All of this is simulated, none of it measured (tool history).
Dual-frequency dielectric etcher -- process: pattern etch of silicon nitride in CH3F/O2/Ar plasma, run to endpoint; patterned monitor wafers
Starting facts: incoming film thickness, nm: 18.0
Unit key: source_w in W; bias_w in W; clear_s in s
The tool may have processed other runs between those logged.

{"run": 1, "day": 0.0, "source_w": 290, "bias_w": 78, "clear_s": 29.224}
{"run": 2, "day": 0.246, "source_w": 260, "bias_w": 73, "clear_s": 31.045}
{"run": 3, "day": 0.312, "source_w": 230, "bias_w": 73, "clear_s": 32.252}
{"run": 4, "day": 0.429, "source_w": 230, "bias_w": 86, "clear_s": 30.432}
{"run": 5, "day": 0.746, "source_w": 190, "bias_w": 86, "clear_s": 32.674}
{"run": 6, "day": 0.962, "source_w": 190, "bias_w": 100, "clear_s": 30.473}
{"run": 7, "day": 1.046, "source_w": 190, "bias_w": 91, "clear_s": 31.816}

Run 8 comes next. What will it give?
{"run": 8, "day": 1.417, "source_w": 190, "bias_w": 85, "clear_s": "?"}

{"run 8": {"clear_s": 32.671}}
